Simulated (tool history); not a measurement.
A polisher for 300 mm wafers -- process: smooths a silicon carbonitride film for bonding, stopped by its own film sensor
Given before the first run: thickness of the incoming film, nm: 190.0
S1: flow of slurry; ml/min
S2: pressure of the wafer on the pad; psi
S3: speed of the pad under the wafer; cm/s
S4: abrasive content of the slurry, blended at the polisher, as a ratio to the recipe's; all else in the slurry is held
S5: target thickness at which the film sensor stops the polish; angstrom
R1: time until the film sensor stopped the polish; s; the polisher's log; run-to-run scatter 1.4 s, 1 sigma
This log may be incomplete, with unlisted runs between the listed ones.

run 1 hour=0.0 | S1=155 S2=1.8 S3=92 S4=1.0 S5=1570 | R1=166.94
run 2 hour=2.2 | S1=155 S2=1.8 S3=92 S4=1.1 S5=1570 | R1=158.55
run 3 hour=9.2 | S1=155 S2=1.8 S3=92 S4=1.2 S5=1570 | R1=150.63
run 4 hour=11.8 | S1=155 S2=1.8 S3=92 S4=1.2 S5=1570 | R1=154.82
run 5 hour=12.8 | S1=160 S2=1.9 S3=92 S4=1.2 S5=1570 | R1=147.57
run 6 hour=20.2 | S1=160 S2=2.1 S3=92 S4=1.2 S5=1570 | R1=138.06
run 7 hour=27.9 | S1=160 S2=2.2 S3=92 S4=1.2 S5=1570 | R1=129.51

Run 8, settings as shown, results not yet in. Your forecast:
run 8 hour=34.4 | S1=160 S2=2.3 S3=92 S4=1.2 S5=1570 | R1=?

{"run 8": {"R1": 127.83}}
